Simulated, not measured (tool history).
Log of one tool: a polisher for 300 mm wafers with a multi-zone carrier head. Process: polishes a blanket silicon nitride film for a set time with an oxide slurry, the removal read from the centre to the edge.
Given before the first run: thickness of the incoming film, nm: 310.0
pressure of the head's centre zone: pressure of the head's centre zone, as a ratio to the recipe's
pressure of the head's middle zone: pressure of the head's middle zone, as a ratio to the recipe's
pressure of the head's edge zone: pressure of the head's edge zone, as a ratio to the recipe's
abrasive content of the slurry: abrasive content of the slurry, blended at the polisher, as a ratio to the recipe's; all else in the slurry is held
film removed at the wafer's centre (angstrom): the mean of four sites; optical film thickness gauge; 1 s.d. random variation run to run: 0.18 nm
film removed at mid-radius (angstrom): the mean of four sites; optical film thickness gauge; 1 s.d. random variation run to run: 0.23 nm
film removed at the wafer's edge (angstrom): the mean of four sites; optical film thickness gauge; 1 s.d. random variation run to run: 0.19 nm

| run | hour | flow of slurry (ml/min) | pressure of the head's centre zone | pressure of the head's middle zone | pressure of the head's edge zone | abrasive content of the slurry | polishing time (s) | film removed at the wafer's centre (angstrom) | film removed at mid-radius (angstrom) | film removed at the wafer's edge (angstrom) |
|---|---|---|---|---|---|---|---|---|---|---|
| 1 | 0.0 | 180 | 1.00 | 1.00 | 1.00 | 1.00 | 40 | 156.85 | 157.72 | 153.47 |
| 2 | 2.0 | 180 | 1.00 | 1.07 | 1.00 | 1.00 | 40 | 155.03 | 163.63 | 156.49 |
| 3 | 4.2 | 195 | 1.03 | 1.06 | 1.03 | 1.00 | 40 | 164.26 | 161.34 | 159.61 |
| 4 | 7.7 | 205 | 1.04 | 1.07 | 1.04 | 1.00 | 40 | 166.10 | 163.71 | 159.23 |
| 5 | 9.0 | 210 | 1.05 | 1.08 | 1.06 | 1.05 | 40 | 168.89 | 171.78 | 162.26 |
| 6 | 15.2 | 180 | 1.05 | 1.08 | 1.06 | 1.05 | 40 | 169.16 | 163.15 | 160.99 |
| 7 | 22.2 | 185 | 1.06 | 1.08 | 1.08 | 1.10 | 40 | 170.10 | 168.37 | 165.69 |

Estimate the outcome of run 8 from the log above:
| 8 | 26.4 | 190 | 1.08 | 1.08 | 1.09 | 1.10 | 40 | ? | ? | ? |

Run 8 came out at film removed at the wafer's centre (angstrom) 177.46, film removed at mid-radius (angstrom) 169.42, film removed at the wafer's edge (angstrom) 166.95.

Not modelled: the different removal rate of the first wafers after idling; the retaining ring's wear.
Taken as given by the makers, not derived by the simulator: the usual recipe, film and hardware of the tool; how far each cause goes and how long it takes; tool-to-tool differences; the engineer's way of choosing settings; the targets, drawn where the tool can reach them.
